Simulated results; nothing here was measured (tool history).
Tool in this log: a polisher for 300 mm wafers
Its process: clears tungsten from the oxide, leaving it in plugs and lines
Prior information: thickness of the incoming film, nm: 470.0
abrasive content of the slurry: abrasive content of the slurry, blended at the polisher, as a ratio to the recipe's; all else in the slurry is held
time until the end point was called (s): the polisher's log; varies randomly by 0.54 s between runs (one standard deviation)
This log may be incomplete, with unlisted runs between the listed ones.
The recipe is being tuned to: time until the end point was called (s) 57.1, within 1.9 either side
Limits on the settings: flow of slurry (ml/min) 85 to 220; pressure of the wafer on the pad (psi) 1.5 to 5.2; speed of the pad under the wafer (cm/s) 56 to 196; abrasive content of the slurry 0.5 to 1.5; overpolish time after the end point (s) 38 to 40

| run | day | flow of slurry (ml/min) | pressure of the wafer on the pad (psi) | speed of the pad under the wafer (cm/s) | abrasive content of the slurry | overpolish time after the end point (s) | time until the end point was called (s) |
|---|---|---|---|---|---|---|---|
| 1 | 0 | 140 | 3.3 | 126 | 1 | 38 | 94.718 |
| 2 | 0.067 | 145 | 3.6 | 126 | 1 | 38 | 86.473 |
| 3 | 0.338 | 145 | 3.1 | 126 | 1 | 38 | 97.854 |
| 4 | 0.525 | 150 | 3.4 | 126 | 1 | 38 | 90.805 |
| 5 | 0.775 | 150 | 3.4 | 126 | 1 | 38 | 92.207 |
| 6 | 1.117 | 150 | 3.4 | 126 | 1 | 40 | 90.854 |
| 7 | 1.442 | 150 | 3.7 | 126 | 1 | 40 | 86.869 |
| 8 | 1.721 | 150 | 4 | 128 | 1 | 40 | 78.937 |
| 9 | 1.871 | 150 | 4 | 128 | 1 | 40 | 79.304 |
| 10 | 1.938 | 150 | 4.2 | 130 | 1 | 40 | 76.487 |
| 11 | 2.096 | 155 | 4.4 | 132 | 1 | 40 | 73.111 |
| 12 | 2.321 | 155 | 5.2 | 140 | 1 | 40 | 60.993 |
| 13 | 2.396 | 155 | 5.2 | 142 | 1 | 40 | 59.233 |

Consider the 4 candidate settings below. Which is the only one whose results all fall within their allowed miss of target?
| A | 2.471 | 155 | 5.1 | 154 | 0.9 | 39 | ? |
| B | 2.471 | 160 | 5.2 | 134 | 0.95 | 38 | ? |
| C | 2.471 | 140 | 4.9 | 146 | 0.95 | 40 | ? |
| D | 2.471 | 175 | 5.2 | 164 | 0.8 | 40 | ? |

| move | time until the end point was called (s) |
|---|---|
| A | 57.173 |
| B | 63.637 |
| C | 62.184 |
| D | 53.389 |
A: each result inside its tolerance
B: its largest miss is bigger than the last run's
C: its largest miss is bigger than the last run's
D: moves the result that the last run missed by most past its target, out the other side
So the answer is move A, the one that meets all the targets.

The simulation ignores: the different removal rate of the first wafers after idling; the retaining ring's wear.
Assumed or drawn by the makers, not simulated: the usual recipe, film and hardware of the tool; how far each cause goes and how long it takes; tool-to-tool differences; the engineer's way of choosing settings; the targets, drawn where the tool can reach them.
